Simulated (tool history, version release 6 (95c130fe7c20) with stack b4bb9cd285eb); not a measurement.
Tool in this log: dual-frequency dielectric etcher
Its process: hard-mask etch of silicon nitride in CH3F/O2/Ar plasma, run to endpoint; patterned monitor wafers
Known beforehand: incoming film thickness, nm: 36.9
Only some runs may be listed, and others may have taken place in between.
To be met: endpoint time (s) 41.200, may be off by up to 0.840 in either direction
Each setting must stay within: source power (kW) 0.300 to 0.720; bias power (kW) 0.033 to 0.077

Run 1, hour 0.0: source power (kW) 0.510, bias power (kW) 0.055. Result: endpoint time (s) 49.230.
Run 2, hour 6.0: source power (kW) 0.510, bias power (kW) 0.049. Result: endpoint time (s) 52.022.
Run 3, hour 13.4: source power (kW) 0.510, bias power (kW) 0.041. Result: endpoint time (s) 55.403.
Run 4, hour 16.6: source power (kW) 0.590, bias power (kW) 0.041. Result: endpoint time (s) 52.640.
Run 5, hour 24.3: source power (kW) 0.550, bias power (kW) 0.041. Result: endpoint time (s) 54.392.
Run 6, hour 27.6: source power (kW) 0.550, bias power (kW) 0.045. Result: endpoint time (s) 51.619.
Run 7, hour 31.6: source power (kW) 0.600, bias power (kW) 0.048. Result: endpoint time (s) 49.806.
Run 8, hour 32.8: source power (kW) 0.630, bias power (kW) 0.053. Result: endpoint time (s) 46.284.
Run 9, hour 33.6: source power (kW) 0.650, bias power (kW) 0.055. Result: endpoint time (s) 45.180.
Run 10, hour 38.6: source power (kW) 0.670, bias power (kW) 0.057. Result: endpoint time (s) 44.427.
Run 11, hour 39.7: source power (kW) 0.680, bias power (kW) 0.059. Result: endpoint time (s) 43.510.

Exercise: of the 5 proposed moves below, exactly one satisfies all targets within the stated allowed misses. Which move is it?
Run A, hour 40.8: source power (kW) 0.720, bias power (kW) 0.063. Result: endpoint time (s) ?.
Run B, hour 40.8: source power (kW) 0.720, bias power (kW) 0.070. Result: endpoint time (s) ?.
Run C, hour 40.8: source power (kW) 0.720, bias power (kW) 0.073. Result: endpoint time (s) ?.
Run D, hour 40.8: source power (kW) 0.660, bias power (kW) 0.074. Result: endpoint time (s) ?.
Run E, hour 40.8: source power (kW) 0.720, bias power (kW) 0.071. Result: endpoint time (s) ?.

move  endpoint time (s)
   A             41.480
   B             39.743
   C             39.068
   D             40.018
   E             39.513
A: every result lands within tolerance
B: pushes the last run's worst result past its target
C: pushes the last run's worst result past its target
D: pushes the last run's worst result past its target
E: pushes the last run's worst result past its target
A meets every target.

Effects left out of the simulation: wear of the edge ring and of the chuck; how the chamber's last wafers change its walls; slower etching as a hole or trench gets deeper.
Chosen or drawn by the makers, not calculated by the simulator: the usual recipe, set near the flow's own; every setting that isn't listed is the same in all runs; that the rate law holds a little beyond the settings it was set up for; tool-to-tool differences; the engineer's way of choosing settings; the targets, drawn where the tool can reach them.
